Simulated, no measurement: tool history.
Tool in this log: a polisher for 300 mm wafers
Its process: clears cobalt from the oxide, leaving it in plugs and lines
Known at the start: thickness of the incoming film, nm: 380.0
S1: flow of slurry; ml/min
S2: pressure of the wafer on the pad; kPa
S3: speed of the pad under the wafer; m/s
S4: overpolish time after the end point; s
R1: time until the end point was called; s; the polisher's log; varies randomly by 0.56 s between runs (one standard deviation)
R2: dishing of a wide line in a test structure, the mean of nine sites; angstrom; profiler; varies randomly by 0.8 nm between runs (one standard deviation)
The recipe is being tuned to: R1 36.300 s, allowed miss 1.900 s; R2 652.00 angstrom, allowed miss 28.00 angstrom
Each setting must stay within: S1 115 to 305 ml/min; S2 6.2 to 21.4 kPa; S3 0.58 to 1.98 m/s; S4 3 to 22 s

run	hour	S1	S2	S3	S4	R1	R2
1	0.0	195	13.8	1.28	11	57.422	508.40
2	5.6	220	13.8	1.28	11	57.619	502.72
3	9.9	220	13.8	1.48	11	50.144	540.72
4	12.8	220	13.8	1.48	14	50.924	593.34
5	18.2	220	13.8	1.48	18	50.831	644.62
6	18.8	220	13.8	1.48	16	52.366	618.04
7	21.5	220	15.2	1.48	15	46.141	635.02
8	22.8	220	15.9	1.48	14	44.136	632.52
9	29.5	220	16.5	1.48	13	42.585	612.09
10	31.2	220	17.2	1.48	13	41.105	629.48
11	36.5	220	17.9	1.48	13	38.742	625.28

Below are 4 possible settings for the next run. Only one of them brings all results inside the allowed miss of their targets. Which is it?
A	41.8	195	17.9	1.62	13	?	?
B	41.8	265	18.6	1.32	12	?	?
C	41.8	260	17.9	1.54	10	?	?
D	41.8	245	15.9	1.52	14	?	?

move	R1	R2
A	36.398	650.63
B	41.413	608.31
C	37.052	591.61
D	42.546	635.50
A: every result lands within tolerance
B: misses by more than the last run did
C: corrects the largest miss of the last run, while another result sits out of spec
D: misses by more than the last run did
Go with A: it meets all targets.

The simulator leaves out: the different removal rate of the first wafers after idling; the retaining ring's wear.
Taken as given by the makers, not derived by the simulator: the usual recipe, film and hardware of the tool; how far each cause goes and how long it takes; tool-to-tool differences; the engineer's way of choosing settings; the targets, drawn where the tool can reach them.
